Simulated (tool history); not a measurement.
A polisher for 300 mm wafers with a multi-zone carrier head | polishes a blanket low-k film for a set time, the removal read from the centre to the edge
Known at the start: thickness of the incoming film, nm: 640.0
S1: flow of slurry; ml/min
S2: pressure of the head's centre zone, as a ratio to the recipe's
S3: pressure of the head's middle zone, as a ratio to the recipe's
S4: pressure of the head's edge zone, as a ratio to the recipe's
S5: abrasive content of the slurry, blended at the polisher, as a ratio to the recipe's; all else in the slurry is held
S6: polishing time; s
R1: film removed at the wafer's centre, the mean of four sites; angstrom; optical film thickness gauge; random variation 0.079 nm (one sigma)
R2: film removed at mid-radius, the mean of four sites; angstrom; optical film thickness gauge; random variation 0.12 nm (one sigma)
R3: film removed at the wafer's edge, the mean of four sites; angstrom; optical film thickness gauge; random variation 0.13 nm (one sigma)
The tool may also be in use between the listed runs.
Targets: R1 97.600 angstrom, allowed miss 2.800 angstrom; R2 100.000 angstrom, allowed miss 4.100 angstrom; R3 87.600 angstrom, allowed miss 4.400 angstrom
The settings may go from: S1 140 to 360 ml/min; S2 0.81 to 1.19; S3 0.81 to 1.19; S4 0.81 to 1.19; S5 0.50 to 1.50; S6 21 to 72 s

{"run": 1, "hour": 0.0, "S1": 230, "S2": 1.0, "S3": 1.0, "S4": 1.0, "S5": 1.0, "S6": 46, "R1": 109.24, "R2": 108.95, "R3": 113.16}
{"run": 2, "hour": 4.2, "S1": 230, "S2": 1.01, "S3": 1.01, "S4": 0.97, "S5": 0.95, "S6": 46, "R1": 108.48, "R2": 109.78, "R3": 109.73}
{"run": 3, "hour": 13.1, "S1": 270, "S2": 1.01, "S3": 1.01, "S4": 0.97, "S5": 0.95, "S6": 46, "R1": 109.76, "R2": 114.79, "R3": 112.57}
{"run": 4, "hour": 20.6, "S1": 270, "S2": 1.01, "S3": 0.93, "S4": 0.97, "S5": 0.95, "S6": 46, "R1": 109.88, "R2": 105.11, "R3": 110.54}
{"run": 5, "hour": 26.1, "S1": 310, "S2": 1.01, "S3": 0.93, "S4": 0.97, "S5": 0.95, "S6": 46, "R1": 112.99, "R2": 107.09, "R3": 111.93}
{"run": 6, "hour": 27.3, "S1": 310, "S2": 1.02, "S3": 0.94, "S4": 0.94, "S5": 0.9, "S6": 46, "R1": 111.88, "R2": 106.5, "R3": 107.81}
{"run": 7, "hour": 30.5, "S1": 305, "S2": 1.02, "S3": 0.95, "S4": 0.92, "S5": 0.85, "S6": 46, "R1": 109.25, "R2": 102.7, "R3": 103.51}
{"run": 8, "hour": 34.9, "S1": 305, "S2": 1.02, "S3": 0.97, "S4": 0.9, "S5": 0.8, "S6": 46, "R1": 105.41, "R2": 101.56, "R3": 101.3}
{"run": 9, "hour": 42.1, "S1": 310, "S2": 1.03, "S3": 0.99, "S4": 0.88, "S5": 0.75, "S6": 46, "R1": 103.1, "R2": 99.87, "R3": 95.111}
{"run": 10, "hour": 48.1, "S1": 310, "S2": 1.03, "S3": 1.0, "S4": 0.87, "S5": 0.75, "S6": 46, "R1": 101.54, "R2": 102.96, "R3": 97.003}
{"run": 11, "hour": 54.1, "S1": 310, "S2": 1.04, "S3": 1.01, "S4": 0.86, "S5": 0.7, "S6": 46, "R1": 99.549, "R2": 99.794, "R3": 95.389}
{"run": 12, "hour": 62.7, "S1": 310, "S2": 1.04, "S3": 1.01, "S4": 0.86, "S5": 0.7, "S6": 46, "R1": 98.886, "R2": 98.875, "R3": 93.75}
{"run": 13, "hour": 65.7, "S1": 320, "S2": 1.05, "S3": 1.02, "S4": 0.85, "S5": 0.7, "S6": 46, "R1": 101.0, "R2": 99.422, "R3": 92.116}
{"run": 14, "hour": 73.6, "S1": 320, "S2": 1.05, "S3": 1.03, "S4": 0.84, "S5": 0.7, "S6": 46, "R1": 100.37, "R2": 100.68, "R3": 92.115}
{"run": 15, "hour": 80.0, "S1": 320, "S2": 1.05, "S3": 1.04, "S4": 0.83, "S5": 0.7, "S6": 46, "R1": 100.8, "R2": 99.334, "R3": 92.403}
{"run": 16, "hour": 86.2, "S1": 325, "S2": 1.05, "S3": 1.05, "S4": 0.83, "S5": 0.7, "S6": 46, "R1": 101.03, "R2": 101.64, "R3": 93.957}
{"run": 17, "hour": 94.6, "S1": 320, "S2": 1.06, "S3": 1.06, "S4": 0.83, "S5": 0.7, "S6": 46, "R1": 100.47, "R2": 103.76, "R3": 90.842}
{"run": 18, "hour": 103.6, "S1": 315, "S2": 1.06, "S3": 1.06, "S4": 0.82, "S5": 0.7, "S6": 46, "R1": 100.8, "R2": 102.03, "R3": 88.444}

5 next moves are on the table. One of them brings every result within its allowed miss. Which?
{"run": "A", "hour": 112.6, "S1": 350, "S2": 1.13, "S3": 1.08, "S4": 0.82, "S5": 0.65, "S6": 46, "R1": "?", "R2": "?", "R3": "?"}
{"run": "B", "hour": 112.6, "S1": 260, "S2": 1.1, "S3": 1.12, "S4": 0.81, "S5": 0.75, "S6": 44, "R1": "?", "R2": "?", "R3": "?"}
{"run": "C", "hour": 112.6, "S1": 330, "S2": 1.01, "S3": 1.01, "S4": 0.91, "S5": 0.55, "S6": 52, "R1": "?", "R2": "?", "R3": "?"}
{"run": "D", "hour": 112.6, "S1": 230, "S2": 1.07, "S3": 1.1, "S4": 0.81, "S5": 0.6, "S6": 49, "R1": "?", "R2": "?", "R3": "?"}
{"run": "E", "hour": 112.6, "S1": 255, "S2": 0.99, "S3": 1.06, "S4": 0.83, "S5": 0.85, "S6": 42, "R1": "?", "R2": "?", "R3": "?"}

move=A R1=105.580 R2=101.620 R3=87.651
move=B R1=102.260 R2=104.170 R3=87.717
move=C R1=96.958 R2=99.743 R3=93.539
move=D R1=97.168 R2=100.650 R3=86.199
move=E R1=92.932 R2=101.260 R3=89.494
A: further off than the last run
B: further off than the last run
C: brings the result that was furthest off to its target, and leaves another outside
D: meets every target
E: takes the result that was furthest off past its target
Answer: D
